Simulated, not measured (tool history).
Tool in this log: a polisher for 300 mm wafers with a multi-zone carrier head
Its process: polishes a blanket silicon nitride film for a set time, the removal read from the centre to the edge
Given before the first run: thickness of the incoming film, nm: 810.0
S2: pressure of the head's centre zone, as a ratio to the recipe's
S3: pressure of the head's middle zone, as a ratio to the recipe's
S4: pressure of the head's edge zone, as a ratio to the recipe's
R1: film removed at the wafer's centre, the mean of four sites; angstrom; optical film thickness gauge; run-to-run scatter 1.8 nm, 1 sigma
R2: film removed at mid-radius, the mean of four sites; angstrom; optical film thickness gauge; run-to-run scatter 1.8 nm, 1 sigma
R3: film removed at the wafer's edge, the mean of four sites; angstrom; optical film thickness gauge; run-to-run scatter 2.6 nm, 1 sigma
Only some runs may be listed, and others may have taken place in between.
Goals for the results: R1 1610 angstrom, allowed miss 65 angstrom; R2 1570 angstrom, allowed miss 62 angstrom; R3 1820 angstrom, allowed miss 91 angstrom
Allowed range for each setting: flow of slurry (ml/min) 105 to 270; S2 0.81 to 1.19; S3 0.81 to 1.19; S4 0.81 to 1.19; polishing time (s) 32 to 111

Run 1, day 0: flow of slurry (ml/min) 175, S2 1, S3 1, S4 1, polishing time (s) 71. Result: R1 2229.1 angstrom, R2 2210.8 angstrom, R3 2348.7 angstrom.
Run 2, day 0.046: flow of slurry (ml/min) 175, S2 1, S3 0.94, S4 1, polishing time (s) 71. Result: R1 2248.4 angstrom, R2 2103.7 angstrom, R3 2322 angstrom.
Run 3, day 0.317: flow of slurry (ml/min) 165, S2 0.97, S3 0.92, S4 0.99, polishing time (s) 68. Result: R1 1995.3 angstrom, R2 2018 angstrom, R3 2211.5 angstrom.
Run 4, day 0.55: flow of slurry (ml/min) 165, S2 0.97, S3 0.92, S4 0.93, polishing time (s) 68. Result: R1 2061.9 angstrom, R2 1953.9 angstrom, R3 2157.1 angstrom.
At day 0.6: slurry nozzle cleaned.
Run 5, day 0.6: flow of slurry (ml/min) 165, S2 0.97, S3 0.92, S4 0.93, polishing time (s) 75. Result: R1 2354.2 angstrom, R2 2300.8 angstrom, R3 2423 angstrom.
Run 6, day 0.792: flow of slurry (ml/min) 165, S2 0.96, S3 0.91, S4 0.94, polishing time (s) 70. Result: R1 2172.7 angstrom, R2 2145.8 angstrom, R3 2229.4 angstrom.
Run 7, day 1: flow of slurry (ml/min) 115, S2 0.9, S3 0.81, S4 1.04, polishing time (s) 54. Result: R1 1407 angstrom, R2 1367.4 angstrom, R3 1735.8 angstrom.
Run 8, day 1.233: flow of slurry (ml/min) 130, S2 0.91, S3 0.83, S4 1.03, polishing time (s) 54. Result: R1 1520.6 angstrom, R2 1442.6 angstrom, R3 1791.6 angstrom.
Run 9, day 1.367: flow of slurry (ml/min) 135, S2 0.91, S3 0.84, S4 1.02, polishing time (s) 54. Result: R1 1564.8 angstrom, R2 1467.8 angstrom, R3 1745.2 angstrom.

Exercise: of the 5 proposed moves below, exactly one satisfies all targets within the stated allowed misses. Which move is it?
Run A, day 1.5: flow of slurry (ml/min) 105, S2 0.89, S3 0.81, S4 1.03, polishing time (s) 57. Result: R1 ?, R2 ?, R3 ?.
Run B, day 1.5: flow of slurry (ml/min) 205, S2 0.97, S3 0.82, S4 0.91, polishing time (s) 48. Result: R1 ?, R2 ?, R3 ?.
Run C, day 1.5: flow of slurry (ml/min) 225, S2 0.97, S3 0.95, S4 0.93, polishing time (s) 47. Result: R1 ?, R2 ?, R3 ?.
Run D, day 1.5: flow of slurry (ml/min) 135, S2 0.92, S3 0.81, S4 1.01, polishing time (s) 56. Result: R1 ?, R2 ?, R3 ?.
Run E, day 1.5: flow of slurry (ml/min) 145, S2 0.95, S3 0.91, S4 1.08, polishing time (s) 53. Result: R1 ?, R2 ?, R3 ?.

move      R1      R2      R3
   A  1447.9  1392.6  1821.8
   B  1584.1  1380.8    1629
   C  1575.8  1547.5  1621.8
   D  1598.6  1470.8    1867
   E  1594.1  1557.7  1836.2
A: the biggest miss grows against the last run
B: the biggest miss grows against the last run
C: the furthest-off result lands on target, but another misses its tolerance
D: no better and no worse than the last run
E: all results land within tolerance of their targets
Go with E: it meets all targets.

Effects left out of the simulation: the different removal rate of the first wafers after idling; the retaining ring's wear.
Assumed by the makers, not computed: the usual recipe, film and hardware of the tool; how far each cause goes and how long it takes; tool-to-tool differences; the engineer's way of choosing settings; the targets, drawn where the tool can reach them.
